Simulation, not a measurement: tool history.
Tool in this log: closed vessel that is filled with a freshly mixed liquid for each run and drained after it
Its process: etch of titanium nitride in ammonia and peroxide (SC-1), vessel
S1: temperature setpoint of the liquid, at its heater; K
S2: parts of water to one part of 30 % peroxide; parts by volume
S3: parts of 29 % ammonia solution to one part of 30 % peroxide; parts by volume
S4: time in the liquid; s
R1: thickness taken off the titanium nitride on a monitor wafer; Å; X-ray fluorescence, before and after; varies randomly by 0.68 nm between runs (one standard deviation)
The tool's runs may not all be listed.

run	hour	S1	S2	S3	S4	R1
1	0	333.15	18.5	0.5	535	852.81
2	4.9	333.15	23.5	0.5	535	742.57
3	13.6	335.65	23.5	0.5	535	870.87
4	14.8	335.65	23.5	0.4	535	840.97
5	19	337.15	23.5	0.4	535	939.21
6	21	334.65	23.5	0.4	535	786.44
7	24.2	336.65	23.5	0.4	535	898.66
8	24.8	336.65	23.5	0.4	535	900.45
9	28.7	338.15	23.5	0.4	535	988.5
10	34.2	339.15	23.5	0.4	535	1045.2
11	35.3	339.65	23.5	0.4	535	1083.4

What does the tool deliver on the next run?
12	36.9	340.15	23.5	0.4	535	?

{"run 12": {"R1": 1110.8}}
